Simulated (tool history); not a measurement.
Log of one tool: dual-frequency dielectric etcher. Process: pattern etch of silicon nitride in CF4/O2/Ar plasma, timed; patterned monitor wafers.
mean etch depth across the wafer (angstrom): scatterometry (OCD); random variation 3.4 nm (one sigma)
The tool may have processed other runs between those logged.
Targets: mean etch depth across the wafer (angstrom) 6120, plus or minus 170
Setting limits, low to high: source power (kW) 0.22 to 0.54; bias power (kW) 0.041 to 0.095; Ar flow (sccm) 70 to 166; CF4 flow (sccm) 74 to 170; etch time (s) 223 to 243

run  hour  source power (kW)  bias power (kW)  Ar flow (sccm)  CF4 flow (sccm)  etch time (s)  mean etch depth across the wafer (angstrom)
  1     0               0.38            0.068             118              122            243                                       4374.4
  2   8.4               0.38            0.068             118              132            243                                       4445.2
  3  10.1               0.38            0.068             118              132            243                                       4436.7
  4  11.4               0.38            0.068             138              132            243                                       4369.2
  5  15.5               0.38            0.068             138              119            243                                       4281.2
  6  22.9               0.38            0.068             138              119            223                                       3964.6
  7  29.4               0.46            0.082             131              125            229                                       5459.7
  8  31.8               0.47            0.082             131              125            229                                       5557.9
  9  38.4               0.47            0.082             131              125            229                                       5564.7
 10    44               0.48            0.082             131              125            229                                       5677.6
 11  52.4               0.49            0.082             131              125            229                                       5839.7
 12  55.9                0.5            0.082             131              125            229                                       5900.1

Consider the 4 candidate settings below. Which is the only one whose results all fall within their allowed miss of target?
  A  59.4               0.49             0.08             129              130            226                                            ?
  B  59.4               0.49            0.081             124              144            223                                            ?
  C  59.4               0.45             0.08             121              135          240.5                                            ?
  D  59.4               0.54            0.071             139              101            241                                            ?

move  mean etch depth across the wafer (angstrom)
   A                                       5767.3
   B                                       5801.8
   C                                       5689.5
   D                                       6181.5
A: lands further from the targets than the last run did
B: lands further from the targets than the last run did
C: lands further from the targets than the last run did
D: all results land within tolerance of their targets
The move that meets every target is D.
